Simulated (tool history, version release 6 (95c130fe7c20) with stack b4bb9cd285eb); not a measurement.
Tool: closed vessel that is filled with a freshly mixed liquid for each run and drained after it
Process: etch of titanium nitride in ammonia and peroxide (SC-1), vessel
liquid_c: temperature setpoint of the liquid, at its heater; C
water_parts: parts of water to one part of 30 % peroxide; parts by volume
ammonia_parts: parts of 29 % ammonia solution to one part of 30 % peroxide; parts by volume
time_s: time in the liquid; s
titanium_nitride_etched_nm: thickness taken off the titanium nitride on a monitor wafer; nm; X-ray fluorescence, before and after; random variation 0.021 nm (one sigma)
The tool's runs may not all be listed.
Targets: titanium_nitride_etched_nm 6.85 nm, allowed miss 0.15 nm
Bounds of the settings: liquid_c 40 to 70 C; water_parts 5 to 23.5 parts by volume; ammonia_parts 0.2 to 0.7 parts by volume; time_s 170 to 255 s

run 1 hour=0 | liquid_c=56 water_parts=13 ammonia_parts=0.4 time_s=255 | titanium_nitride_etched_nm=17.946
run 2 hour=4.5 | liquid_c=61.5 water_parts=13 ammonia_parts=0.4 time_s=255 | titanium_nitride_etched_nm=25.925
run 3 hour=9.1 | liquid_c=58 water_parts=13 ammonia_parts=0.4 time_s=255 | titanium_nitride_etched_nm=20.574
run 4 hour=16.2 | liquid_c=58 water_parts=13 ammonia_parts=0.45 time_s=255 | titanium_nitride_etched_nm=20.958
run 5 hour=21.7 | liquid_c=63 water_parts=13 ammonia_parts=0.45 time_s=255 | titanium_nitride_etched_nm=29.012
run 6 hour=24.3 | liquid_c=56.5 water_parts=13 ammonia_parts=0.45 time_s=255 | titanium_nitride_etched_nm=19.024
run 7 hour=27.7 | liquid_c=54 water_parts=13 ammonia_parts=0.45 time_s=255 | titanium_nitride_etched_nm=16.048
run 8 hour=32.1 | liquid_c=46 water_parts=13 ammonia_parts=0.45 time_s=255 | titanium_nitride_etched_nm=9.2444
run 9 hour=38.7 | liquid_c=45 water_parts=13 ammonia_parts=0.45 time_s=255 | titanium_nitride_etched_nm=8.6002
run 10 hour=45.5 | liquid_c=44.5 water_parts=13 ammonia_parts=0.45 time_s=255 | titanium_nitride_etched_nm=8.248
run 11 hour=53 | liquid_c=44 water_parts=13 ammonia_parts=0.45 time_s=255 | titanium_nitride_etched_nm=8.0158
run 12 hour=60.8 | liquid_c=43.5 water_parts=13 ammonia_parts=0.45 time_s=255 | titanium_nitride_etched_nm=7.6781
run 13 hour=63.9 | liquid_c=43 water_parts=13 ammonia_parts=0.45 time_s=255 | titanium_nitride_etched_nm=7.3886
run 14 hour=71.9 | liquid_c=42.5 water_parts=13 ammonia_parts=0.45 time_s=255 | titanium_nitride_etched_nm=7.1138

Which of these 4 next moves meets every target?
run A hour=79.9 | liquid_c=40.5 water_parts=9.5 ammonia_parts=0.45 time_s=255 | titanium_nitride_etched_nm=?
run B hour=79.9 | liquid_c=44.5 water_parts=14 ammonia_parts=0.35 time_s=250 | titanium_nitride_etched_nm=?
run C hour=79.9 | liquid_c=40 water_parts=8 ammonia_parts=0.55 time_s=230 | titanium_nitride_etched_nm=?
run D hour=79.9 | liquid_c=43.5 water_parts=16 ammonia_parts=0.5 time_s=250 | titanium_nitride_etched_nm=?

move=A titanium_nitride_etched_nm=7.3052
move=B titanium_nitride_etched_nm=7.4483
move=C titanium_nitride_etched_nm=7.1749
move=D titanium_nitride_etched_nm=6.878
A: further off than the last run
B: further off than the last run
C: further off than the last run
D: meets every target
Answer: D
